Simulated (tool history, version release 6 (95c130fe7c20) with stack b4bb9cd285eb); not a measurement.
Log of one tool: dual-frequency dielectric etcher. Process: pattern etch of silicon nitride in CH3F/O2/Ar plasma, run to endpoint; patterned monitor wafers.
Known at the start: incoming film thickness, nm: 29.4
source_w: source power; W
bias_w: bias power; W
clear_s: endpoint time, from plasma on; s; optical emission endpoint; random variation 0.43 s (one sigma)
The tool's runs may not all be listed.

| run | hour | source_w | bias_w | clear_s |
|---|---|---|---|---|
| 1 | 0 | 470 | 73 | 42.29 |
| 2 | 7.1 | 440 | 71 | 43.28 |
| 3 | 15.4 | 360 | 71 | 46.397 |
| 4 | 17 | 360 | 83 | 44.007 |
| 5 | 23.8 | 360 | 76 | 45.171 |
| 6 | 26.6 | 340 | 74 | 45.971 |

Run 7, settings as shown, results not yet in. Your forecast:
| 7 | 35.2 | 330 | 71 | ? |

{"run 7": {"clear_s": 46.553}}
